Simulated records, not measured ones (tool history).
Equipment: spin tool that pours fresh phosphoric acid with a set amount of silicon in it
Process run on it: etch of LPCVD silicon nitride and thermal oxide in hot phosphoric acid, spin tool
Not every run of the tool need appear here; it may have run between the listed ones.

run	hour	temperature setpoint of the liquid (K)	silicon dissolved in the acid as it is poured (mg a litre)	time under the liquid (s)	thickness taken off the LPCVD silicon nitride on a monitor wafer (nm)	thickness taken off the thermal oxide on a monitor wafer (nm)
1	0.0	437.15	11.5	180	17.0450	0.47875
2	3.9	436.65	9.0	165	15.3680	0.42115
3	12.7	435.15	9.0	165	14.7290	0.39928
4	16.0	435.15	12.5	165	14.6340	0.36500
5	20.5	435.15	15.0	165	14.5220	0.36316
6	24.2	435.65	11.5	150	13.3770	0.33910
7	28.7	435.65	11.5	150	13.6010	0.33151

The next listed run, before its measurement:
8	31.0	436.65	4.5	90	?	?

{"run 8": {"thickness taken off the LPCVD silicon nitride on a monitor wafer (nm)": 8.4512, "thickness taken off the thermal oxide on a monitor wafer (nm)": 0.25307}}
